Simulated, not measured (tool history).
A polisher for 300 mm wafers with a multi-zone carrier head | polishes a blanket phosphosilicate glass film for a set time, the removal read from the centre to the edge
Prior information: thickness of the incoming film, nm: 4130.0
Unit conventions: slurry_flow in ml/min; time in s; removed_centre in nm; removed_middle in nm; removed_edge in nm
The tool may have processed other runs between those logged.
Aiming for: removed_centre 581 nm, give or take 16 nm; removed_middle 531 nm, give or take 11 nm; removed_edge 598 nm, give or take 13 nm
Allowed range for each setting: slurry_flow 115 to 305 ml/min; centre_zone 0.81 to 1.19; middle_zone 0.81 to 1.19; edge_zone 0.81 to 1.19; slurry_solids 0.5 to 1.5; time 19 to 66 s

Run 1, hour 0: slurry_flow 195 ml/min, centre_zone 1, middle_zone 1, edge_zone 1, slurry_solids 1, time 42 s. Result: removed_centre 493.08 nm, removed_middle 493.43 nm, removed_edge 508.76 nm.
Run 2, hour 8.9: slurry_flow 195 ml/min, centre_zone 1, middle_zone 1, edge_zone 1, slurry_solids 1, time 46 s. Result: removed_centre 538.64 nm, removed_middle 543.82 nm, removed_edge 554.45 nm.
Run 3, hour 9.9: slurry_flow 195 ml/min, centre_zone 1, middle_zone 1, edge_zone 1, slurry_solids 0.9, time 46 s. Result: removed_centre 508.27 nm, removed_middle 515 nm, removed_edge 524.89 nm.
Run 4, hour 11.2: slurry_flow 195 ml/min, centre_zone 1, middle_zone 1.05, edge_zone 1, slurry_solids 0.9, time 46 s. Result: removed_centre 514.71 nm, removed_middle 525.6 nm, removed_edge 526.13 nm.
Run 5, hour 12.6: slurry_flow 195 ml/min, centre_zone 1, middle_zone 1.05, edge_zone 1, slurry_solids 1, time 46 s. Result: removed_centre 545.15 nm, removed_middle 567.72 nm, removed_edge 557.33 nm.
Run 6, hour 14.5: slurry_flow 195 ml/min, centre_zone 1.02, middle_zone 1.02, edge_zone 1.03, slurry_solids 1, time 46 s. Result: removed_centre 551.56 nm, removed_middle 553.48 nm, removed_edge 559.56 nm.
Run 7, hour 16.2: slurry_flow 200 ml/min, centre_zone 1.03, middle_zone 0.99, edge_zone 1.06, slurry_solids 1, time 46 s. Result: removed_centre 556.55 nm, removed_middle 535.79 nm, removed_edge 574.7 nm.
Run 8, hour 21.6: slurry_flow 200 ml/min, centre_zone 1.03, middle_zone 0.99, edge_zone 1.06, slurry_solids 1, time 46 s. Result: removed_centre 556.78 nm, removed_middle 538.54 nm, removed_edge 573.5 nm.
Run 9, hour 24: slurry_flow 205 ml/min, centre_zone 1.04, middle_zone 0.98, edge_zone 1.07, slurry_solids 1, time 46 s. Result: removed_centre 560.74 nm, removed_middle 538.35 nm, removed_edge 573.88 nm.
Run 10, hour 25.6: slurry_flow 205 ml/min, centre_zone 1.05, middle_zone 0.97, edge_zone 1.09, slurry_solids 1, time 46 s. Result: removed_centre 567.78 nm, removed_middle 534.15 nm, removed_edge 589.4 nm.

Which single option among these 5 for the next run brings every result within its allowed miss of target? Just one does.
Run A, hour 27.2: slurry_flow 230 ml/min, centre_zone 1.05, middle_zone 0.95, edge_zone 1.11, slurry_solids 0.95, time 48 s. Result: removed_centre ?, removed_middle ?, removed_edge ?.
Run B, hour 27.2: slurry_flow 235 ml/min, centre_zone 1.01, middle_zone 0.98, edge_zone 1.11, slurry_solids 0.9, time 48 s. Result: removed_centre ?, removed_middle ?, removed_edge ?.
Run C, hour 27.2: slurry_flow 200 ml/min, centre_zone 1.15, middle_zone 1.07, edge_zone 1.12, slurry_solids 0.9, time 46 s. Result: removed_centre ?, removed_middle ?, removed_edge ?.
Run D, hour 27.2: slurry_flow 215 ml/min, centre_zone 1, middle_zone 0.99, edge_zone 1.13, slurry_solids 1.1, time 44 s. Result: removed_centre ?, removed_middle ?, removed_edge ?.
Run E, hour 27.2: slurry_flow 240 ml/min, centre_zone 1.06, middle_zone 0.96, edge_zone 1.02, slurry_solids 0.85, time 51 s. Result: removed_centre ?, removed_middle ?, removed_edge ?.

move  removed_centre  removed_middle  removed_edge
   A          587.51          533.88        601.67
   B          549.37          532.23        584.33
   C          591.04           539.9        556.02
   D          549.65          542.76        597.48
   E           593.8          538.79        576.63
A: every result lands within tolerance
B: misses by more than the last run did
C: brings the last run's worst result on target, with another outside its allowed miss
D: misses by more than the last run did
E: brings the last run's worst result on target, with another outside its allowed miss
Correct choice: A, which meets every target

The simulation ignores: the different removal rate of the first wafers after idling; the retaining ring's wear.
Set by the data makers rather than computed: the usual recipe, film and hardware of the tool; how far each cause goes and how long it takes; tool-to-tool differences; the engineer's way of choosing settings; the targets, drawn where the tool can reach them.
